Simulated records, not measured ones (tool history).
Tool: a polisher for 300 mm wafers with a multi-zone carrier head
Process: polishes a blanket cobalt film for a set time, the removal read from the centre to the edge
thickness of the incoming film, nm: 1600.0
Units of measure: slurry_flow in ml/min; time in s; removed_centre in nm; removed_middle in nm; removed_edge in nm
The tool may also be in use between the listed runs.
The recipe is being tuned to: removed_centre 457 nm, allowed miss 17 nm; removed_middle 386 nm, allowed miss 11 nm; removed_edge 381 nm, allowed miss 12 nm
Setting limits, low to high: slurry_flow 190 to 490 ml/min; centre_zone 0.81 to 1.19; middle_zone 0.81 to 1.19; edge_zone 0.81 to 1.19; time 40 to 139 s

run	hour	slurry_flow	centre_zone	middle_zone	edge_zone	time	removed_centre	removed_middle	removed_edge
1	0	315	1	1	1	89	352.08	345.98	349.54
2	4.1	315	1	1.04	1	89	345.53	357.9	346.23
3	12	315	1.05	1.04	1	89	363.02	356.59	342.51
4	14.3	315	1.05	1.04	1	76	316.83	304.1	295.64
5	16.5	255	1.05	1.04	1	76	313.17	298.46	291.01
6	19	255	1.05	1.1	1	76	304.18	315.33	289.54
7	24.4	330	1.15	1.06	1.09	99	447.27	406.28	402.82
8	33.3	320	1.16	1.05	1.07	99	459.16	402.55	397.28
9	41.8	310	1.16	1.04	1.06	99	451.99	399.26	394.6

Exactly one of the 5 candidate moves below puts every result within its allowed miss. Which one?
A	50.3	310	1.19	1.09	1.02	97	?	?	?
B	50.3	280	1.11	1	1.1	102	?	?	?
C	50.3	295	1.07	1.07	1.01	105	?	?	?
D	50.3	285	1.17	1.01	0.97	100	?	?	?
E	50.3	300	1.14	1.03	1.09	101	?	?	?

move	removed_centre	removed_middle	removed_edge
A	452.25	409.56	383.98
B	439	398.3	416.99
C	437.84	435.2	412.5
D	454.6	394.18	384.74
E	449.48	406.22	412.67
A: the biggest miss grows against the last run
B: the biggest miss grows against the last run
C: the biggest miss grows against the last run
D: all results land within tolerance of their targets
E: the biggest miss grows against the last run
The right move is D.

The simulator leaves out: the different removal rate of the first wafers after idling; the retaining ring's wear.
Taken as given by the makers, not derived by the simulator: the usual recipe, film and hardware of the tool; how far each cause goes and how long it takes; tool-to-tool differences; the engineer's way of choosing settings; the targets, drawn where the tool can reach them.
